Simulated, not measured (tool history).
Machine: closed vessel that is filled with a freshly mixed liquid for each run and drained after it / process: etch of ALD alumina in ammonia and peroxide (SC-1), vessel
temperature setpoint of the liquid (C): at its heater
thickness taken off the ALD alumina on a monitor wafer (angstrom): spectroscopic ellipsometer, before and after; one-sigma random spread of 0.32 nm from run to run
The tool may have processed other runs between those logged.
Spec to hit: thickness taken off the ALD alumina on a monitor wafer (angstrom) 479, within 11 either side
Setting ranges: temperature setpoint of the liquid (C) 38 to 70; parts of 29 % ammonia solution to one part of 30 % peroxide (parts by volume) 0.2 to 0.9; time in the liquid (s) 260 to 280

run,hour,temperature setpoint of the liquid (C),parts of 29 % ammonia solution to one part of 30 % peroxide (parts by volume),time in the liquid (s),thickness taken off the ALD alumina on a monitor wafer (angstrom)
1,0,54,0.5,260,231.67
2,7.6,58.5,0.5,260,299.7
3,13.4,58.5,0.4,260,289.53
4,19.8,61.5,0.4,260,334.81
# hour 25.8: new drum of ammonia solution connected
5,25.8,61.5,0.4,280,366.23
6,26.5,63.5,0.4,280,408.01
7,32,63.5,0.4,280,404.04
8,37.2,64.5,0.4,280,427.16
9,39.6,65.5,0.4,280,450.55

Below are 4 possible settings for the next run. Only one of them brings all results inside the allowed miss of their targets. Which is it?
A,42,66.5,0.4,260,?
B,42,65.5,0.5,280,?
C,42,69,0.3,260,?
D,42,66,0.3,270,?

move,thickness taken off the ALD alumina on a monitor wafer (angstrom)
A,439.56
B,460.18
C,483.22
D,433.46
A: the biggest miss grows against the last run
B: nearer than the last run, and not there yet
C: all results in spec
D: the biggest miss grows against the last run
The right move is C.
